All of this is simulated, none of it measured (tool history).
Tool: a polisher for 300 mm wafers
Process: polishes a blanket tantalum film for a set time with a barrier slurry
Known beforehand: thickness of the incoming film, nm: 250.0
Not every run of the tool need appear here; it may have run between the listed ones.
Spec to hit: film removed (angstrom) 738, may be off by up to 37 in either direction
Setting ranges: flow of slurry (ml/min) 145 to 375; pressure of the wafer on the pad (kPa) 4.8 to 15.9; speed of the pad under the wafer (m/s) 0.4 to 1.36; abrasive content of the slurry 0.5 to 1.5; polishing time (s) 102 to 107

run,day,flow of slurry (ml/min),pressure of the wafer on the pad (kPa),speed of the pad under the wafer (m/s),abrasive content of the slurry,polishing time (s),film removed (angstrom)
1,0,240,10.3,0.88,1,102,910.65
2,0.371,240,10.3,1.04,1,102,1091.5
3,0.704,210,10.3,1.04,1,102,1059.5
4,1.067,210,10.3,1.04,1.1,102,1104.4
5,1.4,210,9.7,1.04,1.1,102,1021.6
6,1.508,180,9.7,1.04,1.1,102,1001.8
7,1.825,180,9.7,1.04,1.1,102,983.15
8,2.1,175,9,1.04,1.1,102,907.6

Of the 5 settings listed for the next run, only one would bring every result within its allowed miss of target. Which one?
A,2.375,150,11.7,1,1.2,105,?
B,2.375,175,6.2,1.24,1.25,102,?
C,2.375,145,10.3,0.9,0.9,103,?
D,2.375,205,8.3,0.86,1.15,102,?
E,2.375,175,7.6,0.84,1.15,102,?

move,film removed (angstrom)
A,1166.9
B,857.41
C,840.78
D,759.78
E,673.81
A: moves away from the targets compared with the last run
B: gains on the last run, yet a result remains outside its allowed miss
C: gains on the last run, yet a result remains outside its allowed miss
D: hits every target within its allowed miss
E: carries the result that was furthest off beyond its target, to the other side
The right move is D.

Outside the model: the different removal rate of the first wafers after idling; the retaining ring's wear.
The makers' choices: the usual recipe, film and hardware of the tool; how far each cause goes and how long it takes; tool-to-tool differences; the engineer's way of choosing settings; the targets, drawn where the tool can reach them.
